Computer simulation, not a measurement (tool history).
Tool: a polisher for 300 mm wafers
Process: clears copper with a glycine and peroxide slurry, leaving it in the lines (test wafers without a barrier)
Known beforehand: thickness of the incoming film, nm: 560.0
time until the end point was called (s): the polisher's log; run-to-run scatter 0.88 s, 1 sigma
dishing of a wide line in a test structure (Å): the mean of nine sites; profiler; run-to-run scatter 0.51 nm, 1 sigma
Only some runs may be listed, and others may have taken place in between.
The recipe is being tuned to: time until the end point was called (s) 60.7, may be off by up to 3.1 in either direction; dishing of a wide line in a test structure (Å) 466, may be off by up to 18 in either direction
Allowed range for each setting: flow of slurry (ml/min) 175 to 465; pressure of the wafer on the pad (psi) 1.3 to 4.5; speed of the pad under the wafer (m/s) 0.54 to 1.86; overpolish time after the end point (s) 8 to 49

run	hour	flow of slurry (ml/min)	pressure of the wafer on the pad (psi)	speed of the pad under the wafer (m/s)	overpolish time after the end point (s)	time until the end point was called (s)	dishing of a wide line in a test structure (Å)
1	0	295	2.9	1.18	25	89.195	568.46
2	2.5	285	2.8	1.4	19	83.236	541.58
3	9.8	335	2.8	1.54	15	76.465	498.48
4	14.2	335	2.8	1.54	8	77.476	358.9
5	19.2	335	2.9	1.6	9	73.409	397.21
6	24	335	2.9	1.6	15	73.474	506.15
7	26.5	335	3.2	1.56	14	68.651	508
8	28	335	3.4	1.56	12	66.952	482.8

Next run, 5 choices. One meets every target within its allowed miss, the rest don't. Which?
A	29.5	350	3.7	1.86	9	?	?
B	29.5	385	3.8	1.76	9	?	?
C	29.5	285	3.8	1.82	9	?	?
D	29.5	355	4.1	1.38	8	?	?
E	29.5	310	3.6	1.62	10	?	?

move	time until the end point was called (s)	dishing of a wide line in a test structure (Å)
A	54.029	465.09
B	54.681	463.6
C	54.715	462.97
D	61.609	413.95
E	61.854	460.54
A: takes the biggest miss from the last run beyond its target
B: takes the biggest miss from the last run beyond its target
C: takes the biggest miss from the last run beyond its target
D: meets the target for the result that was furthest off, but another lies outside its allowed miss
E: every result within its allowed miss
The right move is E.
